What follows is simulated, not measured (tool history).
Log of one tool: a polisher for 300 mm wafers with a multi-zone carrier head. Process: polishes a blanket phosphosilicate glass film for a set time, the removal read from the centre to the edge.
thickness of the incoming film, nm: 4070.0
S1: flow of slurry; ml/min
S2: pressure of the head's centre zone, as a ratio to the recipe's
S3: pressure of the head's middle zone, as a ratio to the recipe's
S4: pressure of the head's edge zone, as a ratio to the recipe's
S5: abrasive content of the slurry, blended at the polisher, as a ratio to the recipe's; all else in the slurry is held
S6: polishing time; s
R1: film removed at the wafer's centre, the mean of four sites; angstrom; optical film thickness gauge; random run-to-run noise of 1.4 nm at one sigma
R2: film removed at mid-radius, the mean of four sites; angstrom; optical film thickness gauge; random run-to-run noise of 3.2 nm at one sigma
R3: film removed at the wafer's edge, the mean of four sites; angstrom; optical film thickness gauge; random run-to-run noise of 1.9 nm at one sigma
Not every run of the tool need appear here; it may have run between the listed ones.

| run | day | S1 | S2 | S3 | S4 | S5 | S6 | R1 | R2 | R3 |
|---|---|---|---|---|---|---|---|---|---|---|
| 1 | 0.000 | 240 | 1.00 | 1.00 | 1.00 | 1.00 | 40 | 1546.5 | 1847.8 | 1828.3 |
| 2 | 0.192 | 240 | 1.00 | 0.92 | 1.00 | 1.00 | 40 | 1554.2 | 1723.7 | 1779.4 |
| 3 | 0.417 | 260 | 1.05 | 0.97 | 1.02 | 1.10 | 40 | 1706.8 | 1828.7 | 1885.1 |
| 4 | 0.617 | 265 | 1.08 | 1.03 | 1.03 | 1.20 | 40 | 1832.7 | 2018.1 | 1984.5 |
| 5 | 0.871 | 265 | 1.08 | 1.03 | 1.03 | 1.20 | 30 | 1355.3 | 1495.4 | 1477.5 |
| 6 | 0.967 | 265 | 1.08 | 1.03 | 1.08 | 1.20 | 30 | 1366.4 | 1483.9 | 1505.0 |
| 7 | 1.217 | 275 | 1.11 | 1.06 | 1.10 | 1.30 | 33 | 1588.4 | 1756.5 | 1700.4 |

Expected results for the next run?
| 8 | 1.371 | 280 | 1.12 | 1.06 | 1.11 | 1.35 | 35 | ? | ? | ? |

{"run 8": {"R1": 1757.2, "R2": 1876.6, "R3": 1855.4}}
